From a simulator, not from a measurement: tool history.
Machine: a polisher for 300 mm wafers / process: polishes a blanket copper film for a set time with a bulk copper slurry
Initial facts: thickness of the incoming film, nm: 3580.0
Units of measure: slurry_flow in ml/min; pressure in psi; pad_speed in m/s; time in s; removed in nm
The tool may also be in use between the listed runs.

{"run": 1, "hour": 0.0, "slurry_flow": 285, "pressure": 3.3, "pad_speed": 1.28, "slurry_solids": 1.0, "time": 117, "removed": 1621.1}
{"run": 2, "hour": 4.8, "slurry_flow": 285, "pressure": 3.3, "pad_speed": 1.44, "slurry_solids": 1.0, "time": 117, "removed": 1819.3}
{"run": 3, "hour": 9.0, "slurry_flow": 285, "pressure": 3.3, "pad_speed": 1.44, "slurry_solids": 1.1, "time": 117, "removed": 1909.1}
{"run": 4, "hour": 12.1, "slurry_flow": 285, "pressure": 2.9, "pad_speed": 1.44, "slurry_solids": 1.1, "time": 117, "removed": 1656.8}
{"run": 5, "hour": 13.4, "slurry_flow": 285, "pressure": 2.7, "pad_speed": 1.44, "slurry_solids": 1.1, "time": 117, "removed": 1552.4}
{"run": 6, "hour": 20.1, "slurry_flow": 285, "pressure": 2.7, "pad_speed": 1.44, "slurry_solids": 1.1, "time": 123, "removed": 1644.6}
{"run": 7, "hour": 22.7, "slurry_flow": 285, "pressure": 2.5, "pad_speed": 1.44, "slurry_solids": 1.1, "time": 123, "removed": 1537.2}

What will run 8 give?
{"run": 8, "hour": 25.3, "slurry_flow": 285, "pressure": 2.3, "pad_speed": 1.44, "slurry_solids": 1.1, "time": 123, "removed": "?"}

Run 8 gave removed 1369.0 nm.

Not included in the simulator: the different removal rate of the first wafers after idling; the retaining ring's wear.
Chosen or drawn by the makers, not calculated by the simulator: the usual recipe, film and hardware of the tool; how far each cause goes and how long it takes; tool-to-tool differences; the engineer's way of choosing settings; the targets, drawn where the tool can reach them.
